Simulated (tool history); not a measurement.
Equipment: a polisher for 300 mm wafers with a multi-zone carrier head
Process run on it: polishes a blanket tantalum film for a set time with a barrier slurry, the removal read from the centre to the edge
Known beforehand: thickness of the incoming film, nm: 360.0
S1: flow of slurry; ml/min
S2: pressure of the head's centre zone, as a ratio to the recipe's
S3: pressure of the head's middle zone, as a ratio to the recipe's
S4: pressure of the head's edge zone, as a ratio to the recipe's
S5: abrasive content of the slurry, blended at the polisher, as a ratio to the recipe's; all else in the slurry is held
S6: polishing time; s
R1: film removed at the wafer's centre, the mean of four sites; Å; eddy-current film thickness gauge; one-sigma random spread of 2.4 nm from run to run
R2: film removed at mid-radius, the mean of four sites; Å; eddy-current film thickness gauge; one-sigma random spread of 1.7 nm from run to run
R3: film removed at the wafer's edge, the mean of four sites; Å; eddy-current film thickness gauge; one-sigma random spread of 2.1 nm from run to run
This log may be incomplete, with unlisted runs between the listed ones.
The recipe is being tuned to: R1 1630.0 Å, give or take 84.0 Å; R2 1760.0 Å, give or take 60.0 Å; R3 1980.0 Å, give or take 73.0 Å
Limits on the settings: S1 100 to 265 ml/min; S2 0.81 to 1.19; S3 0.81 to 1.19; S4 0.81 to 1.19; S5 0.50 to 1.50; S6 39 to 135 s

run	day	S1	S2	S3	S4	S5	S6	R1	R2	R3
1	0.000	170	1.00	1.00	1.00	1.00	87	1360.1	1370.6	1362.0
2	0.062	175	0.98	0.99	1.04	1.10	90	1410.6	1491.9	1464.6
3	0.167	175	0.98	0.99	1.10	1.10	90	1451.3	1469.1	1525.7
4	0.329	175	0.98	0.99	1.13	1.10	90	1410.0	1481.6	1536.6
# day 0.454: worn pad replaced by a new one
5	0.454	175	0.98	0.99	1.13	0.95	90	1490.2	1562.1	1680.0
6	0.821	175	0.98	0.99	1.18	0.95	90	1506.8	1557.4	1688.1
7	1.092	185	0.97	0.99	1.18	0.85	90	1459.4	1535.0	1642.2
8	1.446	170	0.97	0.99	1.18	0.85	93	1489.8	1599.6	1678.5

Pick the move, out of 5, that brings all results within their allowed miss; only one does.
A	1.800	105	0.95	1.17	1.04	0.70	101	?	?	?
B	1.800	200	0.87	0.92	1.19	0.70	114	?	?	?
C	1.800	190	0.97	0.99	1.14	0.65	89	?	?	?
D	1.800	100	0.93	1.19	0.99	0.75	101	?	?	?
E	1.800	100	0.91	1.12	0.97	0.80	104	?	?	?

move	R1	R2	R3
A	1350.5	1683.5	1500.9
B	1624.0	1755.6	1989.1
C	1349.4	1411.7	1473.0
D	1335.4	1724.0	1484.2
E	1375.5	1718.3	1544.8
A: the biggest miss grows against the last run
B: each result inside its tolerance
C: the biggest miss grows against the last run
D: the biggest miss grows against the last run
E: the biggest miss grows against the last run
The right move is B.
